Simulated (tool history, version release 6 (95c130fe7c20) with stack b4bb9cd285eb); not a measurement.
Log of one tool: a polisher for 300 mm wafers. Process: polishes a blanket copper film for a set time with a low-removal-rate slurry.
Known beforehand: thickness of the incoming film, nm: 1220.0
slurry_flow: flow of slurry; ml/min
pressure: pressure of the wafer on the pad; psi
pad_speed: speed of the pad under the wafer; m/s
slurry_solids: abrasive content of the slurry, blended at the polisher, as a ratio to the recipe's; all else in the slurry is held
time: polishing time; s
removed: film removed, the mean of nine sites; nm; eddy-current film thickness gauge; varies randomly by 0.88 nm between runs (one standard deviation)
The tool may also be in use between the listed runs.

| run | hour | slurry_flow | pressure | pad_speed | slurry_solids | time | removed |
|---|---|---|---|---|---|---|---|
| 1 | 0.0 | 260 | 3.1 | 1.02 | 1.0 | 59 | 210.15 |
| 2 | 8.5 | 260 | 2.9 | 0.96 | 1.0 | 59 | 180.60 |
| 3 | 12.2 | 260 | 2.7 | 0.92 | 1.0 | 59 | 164.97 |
| 4 | 19.5 | 260 | 2.5 | 0.88 | 1.0 | 59 | 147.50 |
| 5 | 28.6 | 260 | 2.3 | 0.84 | 1.0 | 59 | 128.41 |
| 6 | 33.5 | 260 | 2.2 | 0.82 | 1.0 | 59 | 121.69 |
| 7 | 39.8 | 260 | 2.1 | 0.80 | 1.0 | 59 | 116.02 |

Expected results for the next run?
| 8 | 42.6 | 260 | 2.0 | 0.78 | 1.0 | 59 | ? |

removed: 106.65 nm
